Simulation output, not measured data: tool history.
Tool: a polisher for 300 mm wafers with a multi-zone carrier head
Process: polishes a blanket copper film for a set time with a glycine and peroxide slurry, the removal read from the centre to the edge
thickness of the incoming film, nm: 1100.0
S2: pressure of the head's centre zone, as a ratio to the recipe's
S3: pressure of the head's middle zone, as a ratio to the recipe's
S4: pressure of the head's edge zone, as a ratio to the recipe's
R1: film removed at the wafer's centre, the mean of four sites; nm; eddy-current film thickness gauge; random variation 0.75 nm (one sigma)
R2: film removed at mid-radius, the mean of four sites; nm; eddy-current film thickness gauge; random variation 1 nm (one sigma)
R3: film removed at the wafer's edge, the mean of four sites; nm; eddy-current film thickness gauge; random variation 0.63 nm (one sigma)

Run 1, hour 0: flow of slurry (ml/min) 195, S2 1, S3 1, S4 1, polishing time (s) 36. Result: R1 149.27 nm, R2 145.93 nm, R3 149.94 nm.
Run 2, hour 3: flow of slurry (ml/min) 155, S2 1, S3 1, S4 1, polishing time (s) 36. Result: R1 143.21 nm, R2 145.08 nm, R3 146.99 nm.
Run 3, hour 5.3: flow of slurry (ml/min) 155, S2 1.08, S3 1, S4 1, polishing time (s) 36. Result: R1 156.12 nm, R2 143.01 nm, R3 148.15 nm.
Run 4, hour 8: flow of slurry (ml/min) 155, S2 1.16, S3 1, S4 1, polishing time (s) 36. Result: R1 167.98 nm, R2 145.48 nm, R3 146.26 nm.
Run 5, hour 13.2: flow of slurry (ml/min) 155, S2 1.16, S3 1, S4 1.04, polishing time (s) 36. Result: R1 166.27 nm, R2 146.19 nm, R3 147.07 nm.
Run 6, hour 14.2: flow of slurry (ml/min) 155, S2 1.16, S3 1, S4 1.04, polishing time (s) 29. Result: R1 136.29 nm, R2 117.61 nm, R3 122.21 nm.
Run 7, hour 22.5: flow of slurry (ml/min) 155, S2 1.11, S3 1, S4 1.02, polishing time (s) 27. Result: R1 121.28 nm, R2 108.14 nm, R3 111.46 nm.

Run 8 comes next. What will it give?
Run 8, hour 30.9: flow of slurry (ml/min) 150, S2 1.06, S3 0.99, S4 0.99, polishing time (s) 26. Result: R1 ?, R2 ?, R3 ?.

Run 8 gave R1 111.48 nm, R2 106.34 nm, R3 106.56 nm.

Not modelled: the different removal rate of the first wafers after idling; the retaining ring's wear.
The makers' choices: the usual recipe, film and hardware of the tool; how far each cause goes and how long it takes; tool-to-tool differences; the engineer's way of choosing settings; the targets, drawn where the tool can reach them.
